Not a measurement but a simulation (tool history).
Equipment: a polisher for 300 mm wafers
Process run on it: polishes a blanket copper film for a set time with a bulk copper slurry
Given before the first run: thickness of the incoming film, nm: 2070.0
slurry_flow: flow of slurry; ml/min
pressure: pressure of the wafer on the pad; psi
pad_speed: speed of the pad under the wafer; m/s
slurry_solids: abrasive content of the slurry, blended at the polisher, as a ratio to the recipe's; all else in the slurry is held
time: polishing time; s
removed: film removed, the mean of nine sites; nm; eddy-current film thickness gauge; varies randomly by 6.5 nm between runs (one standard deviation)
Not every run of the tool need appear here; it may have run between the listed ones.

run    day  slurry_flow  pressure  pad_speed  slurry_solids  time  removed
  1  0.000          305       3.0       1.12            1.0    84   947.74
  2  0.162          305       3.0       1.24            1.0    84  1066.20
  3  0.438          305       2.9       1.24            1.0    84  1036.20
  4  0.700          280       2.9       1.24            1.0    84  1003.00
  5  0.729          280       2.9       1.24            1.0    84  1014.00
  6  1.033          280       2.9       1.24            1.1    84  1057.30

Expected results for the next run?
  7  1.354          275       2.8       1.24            1.1    84        ?

removed: 1026.60 nm
